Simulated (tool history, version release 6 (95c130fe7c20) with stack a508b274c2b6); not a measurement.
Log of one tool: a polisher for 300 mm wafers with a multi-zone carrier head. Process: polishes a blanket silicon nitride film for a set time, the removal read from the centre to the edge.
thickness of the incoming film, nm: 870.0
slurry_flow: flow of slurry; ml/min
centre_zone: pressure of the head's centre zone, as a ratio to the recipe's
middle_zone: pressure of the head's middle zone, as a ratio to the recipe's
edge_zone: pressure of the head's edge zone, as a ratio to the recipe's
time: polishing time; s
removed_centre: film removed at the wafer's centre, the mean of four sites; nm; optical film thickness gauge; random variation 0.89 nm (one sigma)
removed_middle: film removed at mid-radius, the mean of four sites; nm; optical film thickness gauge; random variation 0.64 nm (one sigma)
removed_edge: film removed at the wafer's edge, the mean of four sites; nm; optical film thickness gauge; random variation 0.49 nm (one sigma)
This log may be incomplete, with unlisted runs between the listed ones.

run 1 hour=0.0 | slurry_flow=265 centre_zone=1.00 middle_zone=1.00 edge_zone=1.00 time=41 | removed_centre=81.007 removed_middle=82.014 removed_edge=83.649
run 2 hour=9.0 | slurry_flow=265 centre_zone=1.09 middle_zone=1.00 edge_zone=1.00 time=41 | removed_centre=89.158 removed_middle=84.815 removed_edge=83.430
run 3 hour=12.6 | slurry_flow=260 centre_zone=1.07 middle_zone=0.98 edge_zone=0.99 time=40 | removed_centre=83.711 removed_middle=80.562 removed_edge=80.228
run 4 hour=21.2 | slurry_flow=260 centre_zone=1.07 middle_zone=0.98 edge_zone=1.05 time=40 | removed_centre=84.041 removed_middle=77.182 removed_edge=83.265
run 5 hour=27.0 | slurry_flow=260 centre_zone=1.07 middle_zone=0.91 edge_zone=1.05 time=40 | removed_centre=82.825 removed_middle=74.985 removed_edge=82.512
run 6 hour=28.8 | slurry_flow=260 centre_zone=1.00 middle_zone=0.91 edge_zone=1.05 time=40 | removed_centre=77.399 removed_middle=72.887 removed_edge=82.601
run 7 hour=35.4 | slurry_flow=240 centre_zone=0.92 middle_zone=0.84 edge_zone=0.95 time=32 | removed_centre=59.032 removed_middle=55.159 removed_edge=63.214

Run 8, settings as shown, results not yet in. Your forecast:
run 8 hour=40.1 | slurry_flow=240 centre_zone=0.92 middle_zone=0.84 edge_zone=0.95 time=32 | removed_centre=? removed_middle=? removed_edge=?

removed_centre: 57.032 nm
removed_middle: 55.665 nm
removed_edge: 62.031 nm
